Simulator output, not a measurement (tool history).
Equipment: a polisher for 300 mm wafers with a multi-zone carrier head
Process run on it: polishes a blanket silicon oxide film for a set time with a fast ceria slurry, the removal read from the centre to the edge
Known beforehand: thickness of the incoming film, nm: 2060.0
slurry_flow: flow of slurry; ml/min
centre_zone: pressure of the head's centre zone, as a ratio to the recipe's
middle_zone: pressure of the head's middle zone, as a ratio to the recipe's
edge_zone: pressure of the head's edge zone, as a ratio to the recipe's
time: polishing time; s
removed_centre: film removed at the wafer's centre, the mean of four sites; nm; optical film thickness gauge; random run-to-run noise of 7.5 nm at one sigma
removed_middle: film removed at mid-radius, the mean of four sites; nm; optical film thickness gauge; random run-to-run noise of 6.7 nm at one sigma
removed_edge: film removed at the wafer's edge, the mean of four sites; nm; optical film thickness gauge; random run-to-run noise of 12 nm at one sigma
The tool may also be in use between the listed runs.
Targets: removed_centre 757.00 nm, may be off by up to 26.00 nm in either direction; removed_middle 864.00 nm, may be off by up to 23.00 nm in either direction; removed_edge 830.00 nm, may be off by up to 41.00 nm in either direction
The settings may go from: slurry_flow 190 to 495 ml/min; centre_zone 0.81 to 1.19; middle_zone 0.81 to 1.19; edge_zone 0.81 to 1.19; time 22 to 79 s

run 1 hour=0.0 | slurry_flow=320 centre_zone=1.00 middle_zone=1.00 edge_zone=1.00 time=50 | removed_centre=719.47 removed_middle=733.29 removed_edge=734.26
run 2 hour=1.2 | slurry_flow=320 centre_zone=1.00 middle_zone=1.00 edge_zone=0.92 time=50 | removed_centre=738.30 removed_middle=733.86 removed_edge=725.48
run 3 hour=4.3 | slurry_flow=320 centre_zone=1.00 middle_zone=0.91 edge_zone=0.92 time=50 | removed_centre=727.28 removed_middle=679.27 removed_edge=706.87
run 4 hour=8.7 | slurry_flow=250 centre_zone=1.00 middle_zone=0.91 edge_zone=0.92 time=50 | removed_centre=700.11 removed_middle=661.04 removed_edge=695.58
run 5 hour=15.3 | slurry_flow=250 centre_zone=1.00 middle_zone=0.96 edge_zone=0.92 time=50 | removed_centre=705.81 removed_middle=689.03 removed_edge=715.71
run 6 hour=20.8 | slurry_flow=250 centre_zone=0.93 middle_zone=0.96 edge_zone=0.92 time=50 | removed_centre=653.73 removed_middle=697.33 removed_edge=725.34
run 7 hour=29.5 | slurry_flow=255 centre_zone=0.93 middle_zone=0.97 edge_zone=0.93 time=50 | removed_centre=664.35 removed_middle=694.71 removed_edge=711.40
run 8 hour=33.6 | slurry_flow=255 centre_zone=0.93 middle_zone=0.99 edge_zone=0.94 time=51 | removed_centre=669.29 removed_middle=726.82 removed_edge=720.23
run 9 hour=36.5 | slurry_flow=260 centre_zone=0.93 middle_zone=0.99 edge_zone=0.95 time=52 | removed_centre=679.66 removed_middle=745.62 removed_edge=745.87
run 10 hour=39.0 | slurry_flow=265 centre_zone=0.93 middle_zone=1.00 edge_zone=0.96 time=52 | removed_centre=691.24 removed_middle=754.62 removed_edge=758.85

Exactly one of the 5 candidate moves below puts every result within its allowed miss. Which one?
run A hour=41.5 | slurry_flow=190 centre_zone=0.81 middle_zone=0.85 edge_zone=1.12 time=55 | removed_centre=? removed_middle=? removed_edge=?
run B hour=41.5 | slurry_flow=210 centre_zone=0.88 middle_zone=0.87 edge_zone=1.03 time=57 | removed_centre=? removed_middle=? removed_edge=?
run C hour=41.5 | slurry_flow=195 centre_zone=0.99 middle_zone=0.81 edge_zone=1.04 time=61 | removed_centre=? removed_middle=? removed_edge=?
run D hour=41.5 | slurry_flow=220 centre_zone=0.81 middle_zone=1.15 edge_zone=1.01 time=54 | removed_centre=? removed_middle=? removed_edge=?
run E hour=41.5 | slurry_flow=305 centre_zone=0.90 middle_zone=1.03 edge_zone=0.92 time=57 | removed_centre=? removed_middle=? removed_edge=?

move=A removed_centre=606.61 removed_middle=656.00 removed_edge=843.85
move=B removed_centre=693.21 removed_middle=705.31 removed_edge=851.61
move=C removed_centre=816.49 removed_middle=702.29 removed_edge=907.47
move=D removed_centre=614.09 removed_middle=852.33 removed_edge=801.06
move=E removed_centre=749.25 removed_middle=853.84 removed_edge=838.70
A: further off than the last run
B: further off than the last run
C: further off than the last run
D: the furthest-off result lands on target, but another misses its tolerance
E: meets every target
The move that meets every target is E.

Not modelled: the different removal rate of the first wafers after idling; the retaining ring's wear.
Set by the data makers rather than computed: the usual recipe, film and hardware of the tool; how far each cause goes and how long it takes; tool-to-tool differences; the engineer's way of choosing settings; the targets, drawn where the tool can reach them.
